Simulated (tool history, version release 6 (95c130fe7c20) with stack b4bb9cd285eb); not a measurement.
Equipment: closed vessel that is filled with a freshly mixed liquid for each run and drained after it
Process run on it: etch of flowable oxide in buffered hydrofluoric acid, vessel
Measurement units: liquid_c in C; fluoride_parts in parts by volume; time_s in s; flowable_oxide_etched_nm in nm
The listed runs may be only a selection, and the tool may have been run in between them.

| run | hour | liquid_c | fluoride_parts | time_s | flowable_oxide_etched_nm |
|---|---|---|---|---|---|
| 1 | 0 | 22 | 21 | 100 | 208.2 |
| 2 | 3 | 22 | 15 | 100 | 284.26 |
| 3 | 12.3 | 24 | 15 | 100 | 320.93 |
| 4 | 16 | 24 | 12 | 100 | 401.82 |
| 5 | 19.7 | 24 | 8.5 | 100 | 542.48 |
| 6 | 28.6 | 24 | 14 | 100 | 342.11 |
| 7 | 30 | 22 | 15.5 | 100 | 275.95 |
| 8 | 32.7 | 20.5 | 15.5 | 100 | 254.52 |
| 9 | 38.8 | 19.5 | 16 | 100 | 231.83 |

Run 10 is up next; what results do you expect?
| 10 | 42.7 | 18.5 | 16.5 | 100 | ? |

flowable_oxide_etched_nm: 213.14 nm
